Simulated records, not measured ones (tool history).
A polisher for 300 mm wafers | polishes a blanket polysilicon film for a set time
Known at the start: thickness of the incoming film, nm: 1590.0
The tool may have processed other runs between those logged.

run  hour  flow of slurry (ml/min)  pressure of the wafer on the pad (kPa)  speed of the pad under the wafer (m/s)  polishing time (s)  film removed (Å)
  1   0.0                      195                                    17.2                                    0.78                  59            4031.7
  2   5.8                      195                                    19.3                                    0.78                  59            4464.7
  3   6.4                      185                                    17.2                                    0.78                  59            4008.5
  4   9.4                      185                                    17.2                                    0.92                  59            4702.3
  5  17.4                      185                                    17.2                                    0.92                  63            5070.7
     25.2  -- head pressure recalibrated
  6  25.2                      210                                    17.2                                    0.92                  63            4828.0
  7  26.8                      210                                    17.2                                    0.92                  63            4840.5
  8  29.7                      235                                    15.9                                    0.92                  63            4582.0

Expected results for the next run?
  9  31.4                      235                                    13.8                                    0.92                  63                 ?

For run 9 the tool returned film removed (Å) 4129.7.
